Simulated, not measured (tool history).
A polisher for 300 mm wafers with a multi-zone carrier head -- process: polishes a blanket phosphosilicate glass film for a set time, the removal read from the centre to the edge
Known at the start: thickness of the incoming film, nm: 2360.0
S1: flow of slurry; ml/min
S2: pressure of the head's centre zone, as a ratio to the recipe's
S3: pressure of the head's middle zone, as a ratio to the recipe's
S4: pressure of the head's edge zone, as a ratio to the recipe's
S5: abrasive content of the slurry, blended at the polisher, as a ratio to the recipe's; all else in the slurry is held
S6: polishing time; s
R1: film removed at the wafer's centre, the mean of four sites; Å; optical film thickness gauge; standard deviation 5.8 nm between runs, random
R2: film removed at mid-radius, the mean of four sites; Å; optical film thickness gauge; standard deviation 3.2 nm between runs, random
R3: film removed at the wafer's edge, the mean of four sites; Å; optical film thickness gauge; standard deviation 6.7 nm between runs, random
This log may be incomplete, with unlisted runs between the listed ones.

Run 1, hour 0: S1 300 ml/min, S2 1, S3 1, S4 1, S5 1, S6 67 s. Result: R1 4314.1 Å, R2 4153.5 Å, R3 4222 Å.
Run 2, hour 6.8: S1 300 ml/min, S2 1, S3 1, S4 1.04, S5 1, S6 67 s. Result: R1 4233.3 Å, R2 4080.6 Å, R3 4302.3 Å.
Run 3, hour 9.3: S1 255 ml/min, S2 1, S3 1, S4 1.04, S5 1, S6 67 s. Result: R1 4217.8 Å, R2 4058.9 Å, R3 4264.9 Å.
Run 4, hour 14.7: S1 255 ml/min, S2 1, S3 1, S4 1.04, S5 1.2, S6 67 s. Result: R1 4380 Å, R2 4388.5 Å, R3 4398.7 Å.
Run 5, hour 22.7: S1 255 ml/min, S2 1, S3 1, S4 1.04, S5 1.4, S6 67 s. Result: R1 4632.5 Å, R2 4585.1 Å, R3 4721.2 Å.
Run 6, hour 30.3: S1 255 ml/min, S2 1, S3 1, S4 1.04, S5 1.4, S6 81 s. Result: R1 5684.6 Å, R2 5643.2 Å, R3 5752 Å.
Run 7, hour 36.3: S1 245 ml/min, S2 1.01, S3 0.99, S4 1.01, S5 1.35, S6 81 s. Result: R1 5699.7 Å, R2 5422.4 Å, R3 5573.9 Å.
Run 8, hour 42.2: S1 240 ml/min, S2 1.01, S3 0.99, S4 0.98, S5 1.3, S6 81 s. Result: R1 5443.1 Å, R2 5329.5 Å, R3 5353.6 Å.

Run 9 is up next; what results do you expect?
Run 9, hour 43.5: S1 265 ml/min, S2 1.11, S3 0.89, S4 0.88, S5 1.05, S6 80 s. Result: R1 ?, R2 ?, R3 ?.

R1: 5539.6 Å
R2: 4725.1 Å
R3: 4721.9 Å

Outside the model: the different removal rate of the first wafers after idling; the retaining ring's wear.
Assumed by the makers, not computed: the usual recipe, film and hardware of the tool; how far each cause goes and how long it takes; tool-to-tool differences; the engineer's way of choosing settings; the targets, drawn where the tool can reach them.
